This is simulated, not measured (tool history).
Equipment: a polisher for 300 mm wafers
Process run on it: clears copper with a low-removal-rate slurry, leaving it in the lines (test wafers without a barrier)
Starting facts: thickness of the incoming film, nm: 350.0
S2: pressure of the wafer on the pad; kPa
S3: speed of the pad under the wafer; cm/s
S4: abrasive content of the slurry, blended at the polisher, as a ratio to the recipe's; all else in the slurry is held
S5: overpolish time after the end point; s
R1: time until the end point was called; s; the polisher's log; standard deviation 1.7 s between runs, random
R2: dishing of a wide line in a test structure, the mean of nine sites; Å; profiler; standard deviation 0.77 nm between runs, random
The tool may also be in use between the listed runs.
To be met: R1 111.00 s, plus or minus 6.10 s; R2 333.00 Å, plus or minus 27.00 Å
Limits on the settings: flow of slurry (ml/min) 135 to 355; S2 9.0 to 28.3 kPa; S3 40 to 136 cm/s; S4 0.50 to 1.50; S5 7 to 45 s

Run 1, day 0.000: flow of slurry (ml/min) 225, S2 18.6 kPa, S3 88 cm/s, S4 1.00, S5 23 s. Result: R1 141.99 s, R2 332.36 Å.
Run 2, day 0.267: flow of slurry (ml/min) 245, S2 18.6 kPa, S3 88 cm/s, S4 1.00, S5 23 s. Result: R1 140.16 s, R2 329.63 Å.
Run 3, day 0.512: flow of slurry (ml/min) 245, S2 19.3 kPa, S3 88 cm/s, S4 1.00, S5 22 s. Result: R1 134.56 s, R2 328.20 Å.
Run 4, day 0.554: flow of slurry (ml/min) 245, S2 20.0 kPa, S3 88 cm/s, S4 1.00, S5 21 s. Result: R1 133.30 s, R2 334.21 Å.
Run 5, day 0.788: flow of slurry (ml/min) 245, S2 20.7 kPa, S3 88 cm/s, S4 1.00, S5 20 s. Result: R1 129.55 s, R2 317.80 Å.
Run 6, day 1.067: flow of slurry (ml/min) 245, S2 17.9 kPa, S3 88 cm/s, S4 1.00, S5 20 s. Result: R1 142.91 s, R2 290.38 Å.
Run 7, day 1.371: flow of slurry (ml/min) 245, S2 18.6 kPa, S3 88 cm/s, S4 1.00, S5 20 s. Result: R1 139.70 s, R2 311.62 Å.
Run 8, day 1.704: flow of slurry (ml/min) 245, S2 19.3 kPa, S3 88 cm/s, S4 1.00, S5 19 s. Result: R1 137.62 s, R2 300.10 Å.
Run 9, day 1.758: flow of slurry (ml/min) 245, S2 20.0 kPa, S3 88 cm/s, S4 1.00, S5 19 s. Result: R1 132.77 s, R2 298.75 Å.
Run 10, day 2.079: flow of slurry (ml/min) 245, S2 20.0 kPa, S3 88 cm/s, S4 1.00, S5 19 s. Result: R1 133.15 s, R2 297.08 Å.
Run 11, day 2.442: flow of slurry (ml/min) 245, S2 20.7 kPa, S3 88 cm/s, S4 1.00, S5 19 s. Result: R1 124.56 s, R2 299.94 Å.
Run 12, day 2.729: flow of slurry (ml/min) 245, S2 22.1 kPa, S3 90 cm/s, S4 1.00, S5 20 s. Result: R1 115.42 s, R2 332.61 Å.

Which single option among these 5 for the next run brings every result within its allowed miss of target? Just one does.
Run A, day 3.017: flow of slurry (ml/min) 215, S2 24.1 kPa, S3 80 cm/s, S4 0.95, S5 22 s. Result: R1 ?, R2 ?.
Run B, day 3.017: flow of slurry (ml/min) 260, S2 20.0 kPa, S3 90 cm/s, S4 0.95, S5 22 s. Result: R1 ?, R2 ?.
Run C, day 3.017: flow of slurry (ml/min) 295, S2 17.2 kPa, S3 112 cm/s, S4 0.65, S5 19 s. Result: R1 ?, R2 ?.
Run D, day 3.017: flow of slurry (ml/min) 220, S2 18.6 kPa, S3 94 cm/s, S4 1.10, S5 23 s. Result: R1 ?, R2 ?.
Run E, day 3.017: flow of slurry (ml/min) 190, S2 20.7 kPa, S3 104 cm/s, S4 1.20, S5 18 s. Result: R1 ?, R2 ?.

move      R1      R2
   A  126.12  354.28
   B  130.07  341.67
   C  127.28  305.37
   D  131.57  349.48
   E  110.14  332.73
A: its largest miss is bigger than the last run's
B: its largest miss is bigger than the last run's
C: its largest miss is bigger than the last run's
D: its largest miss is bigger than the last run's
E: in spec on every target
So the answer is move E, the one that meets all the targets.
